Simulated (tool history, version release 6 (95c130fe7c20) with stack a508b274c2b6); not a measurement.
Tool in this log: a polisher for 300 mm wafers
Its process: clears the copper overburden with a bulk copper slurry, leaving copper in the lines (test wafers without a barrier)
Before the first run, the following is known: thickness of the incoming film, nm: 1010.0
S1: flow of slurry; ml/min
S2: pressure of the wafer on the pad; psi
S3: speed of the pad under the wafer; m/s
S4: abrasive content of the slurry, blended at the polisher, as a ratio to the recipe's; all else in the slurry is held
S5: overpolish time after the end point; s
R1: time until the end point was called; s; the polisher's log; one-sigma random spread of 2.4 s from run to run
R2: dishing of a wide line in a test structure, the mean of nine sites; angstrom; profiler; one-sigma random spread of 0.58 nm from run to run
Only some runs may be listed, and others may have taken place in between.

run  hour   S1   S2    S3   S4  S5      R1      R2
  1   0.0  295  2.6  0.88  1.0  27  121.31  931.37
  2   6.3  295  2.3  0.88  1.0  23  135.33  815.57
  3   9.1  295  2.1  0.88  1.0  20  142.80  698.66
  4  16.0  295  1.9  0.88  1.0  20  155.11  677.05
  5  21.3  295  1.8  0.88  1.0  19  159.09  637.68
  6  27.0  295  1.7  0.88  1.0  19  165.81  634.03

Forecast run 7:
  7  34.5  295  1.6  0.88  1.0  18   ?   ?

{"run 7": {"R1": 169.7, "R2": 571.61}}
